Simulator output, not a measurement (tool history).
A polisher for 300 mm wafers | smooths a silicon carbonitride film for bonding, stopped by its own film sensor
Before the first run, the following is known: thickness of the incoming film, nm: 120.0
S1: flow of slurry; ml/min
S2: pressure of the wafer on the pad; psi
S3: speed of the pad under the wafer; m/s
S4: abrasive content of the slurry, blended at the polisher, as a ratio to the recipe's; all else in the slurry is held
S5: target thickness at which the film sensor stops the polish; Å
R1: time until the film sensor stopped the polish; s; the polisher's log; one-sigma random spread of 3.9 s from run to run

run,hour,S1,S2,S3,S4,S5,R1
1,0,160,2.4,1.14,1,860,87.154
2,4.5,130,2.4,1.14,1,860,91.513
3,6.8,130,2.4,1.14,0.85,860,101.78
4,14.7,130,2.2,1.08,0.85,860,115.6
5,15.7,130,2,1.04,0.85,860,130.08
6,17,130,1.8,1,0.85,860,152.65
7,22.7,130,1.7,1,0.85,860,152.65

Run 8, settings as shown, results not yet in. Your forecast:
8,26.2,130,1.6,0.98,0.85,860,?

Run 8 produced R1 168.23 s.

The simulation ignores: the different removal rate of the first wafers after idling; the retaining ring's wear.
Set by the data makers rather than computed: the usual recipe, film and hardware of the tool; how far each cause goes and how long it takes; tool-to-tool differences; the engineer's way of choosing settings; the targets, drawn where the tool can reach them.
